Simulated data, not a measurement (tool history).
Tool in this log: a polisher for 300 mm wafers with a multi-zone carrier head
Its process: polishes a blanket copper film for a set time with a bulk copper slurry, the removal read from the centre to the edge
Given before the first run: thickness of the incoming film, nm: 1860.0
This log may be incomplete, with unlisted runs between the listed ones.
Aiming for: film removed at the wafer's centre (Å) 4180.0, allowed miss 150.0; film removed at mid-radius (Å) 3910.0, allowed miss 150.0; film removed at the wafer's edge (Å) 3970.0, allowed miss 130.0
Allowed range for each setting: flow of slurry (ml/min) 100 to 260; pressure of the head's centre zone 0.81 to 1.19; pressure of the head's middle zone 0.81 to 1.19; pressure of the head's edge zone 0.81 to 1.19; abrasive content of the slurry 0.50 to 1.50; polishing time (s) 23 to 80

run	hour	flow of slurry (ml/min)	pressure of the head's centre zone	pressure of the head's middle zone	pressure of the head's edge zone	abrasive content of the slurry	polishing time (s)	film removed at the wafer's centre (Å)	film removed at mid-radius (Å)	film removed at the wafer's edge (Å)
1	0.0	165	1.00	1.00	1.00	1.00	51	4745.5	5159.6	5059.3
2	8.0	160	1.01	0.97	0.97	0.90	50	4600.9	4703.0	4772.6
3	14.2	160	1.01	1.04	0.97	0.90	50	4602.0	4978.3	4815.3
4	22.6	160	0.95	1.04	0.97	0.90	50	4442.0	5027.0	4825.6
5	24.0	160	0.95	1.04	0.97	0.70	50	4041.8	4652.2	4485.9
6	31.8	155	0.98	1.01	0.94	0.65	50	4175.7	4551.8	4311.3
7	40.1	150	0.99	0.98	0.93	0.65	50	4123.8	4380.3	4270.5
8	41.8	145	1.01	0.96	0.92	0.65	50	4090.9	4295.4	4219.8
9	48.4	145	1.03	0.94	0.91	0.65	50	4207.3	4191.2	4272.4
10	49.7	140	1.04	0.93	0.89	0.65	50	4259.9	4103.9	4178.4
11	52.2	135	1.04	0.93	0.88	0.65	50	4288.8	4105.0	4122.2
12	53.8	130	1.04	0.92	0.88	0.65	50	4214.5	4039.5	4227.2

Exercise: of the 4 proposed moves below, exactly one satisfies all targets within the stated allowed misses. Which move is it?
A	55.4	195	0.98	0.94	0.92	0.75	49	?	?	?
B	55.4	100	1.04	0.84	0.86	0.70	53	?	?	?
C	55.4	125	1.07	0.93	0.86	0.95	44	?	?	?
D	55.4	100	0.98	0.81	0.93	0.70	56	?	?	?

move	film removed at the wafer's centre (Å)	film removed at mid-radius (Å)	film removed at the wafer's edge (Å)
A	4385.5	4402.4	4496.4
B	4471.2	3920.3	4405.4
C	4275.1	3956.0	4047.3
D	4478.3	4021.7	4780.3
A: lands further from the targets than the last run did
B: lands further from the targets than the last run did
C: hits every target within its allowed miss
D: lands further from the targets than the last run did
Correct choice: C, which meets every target

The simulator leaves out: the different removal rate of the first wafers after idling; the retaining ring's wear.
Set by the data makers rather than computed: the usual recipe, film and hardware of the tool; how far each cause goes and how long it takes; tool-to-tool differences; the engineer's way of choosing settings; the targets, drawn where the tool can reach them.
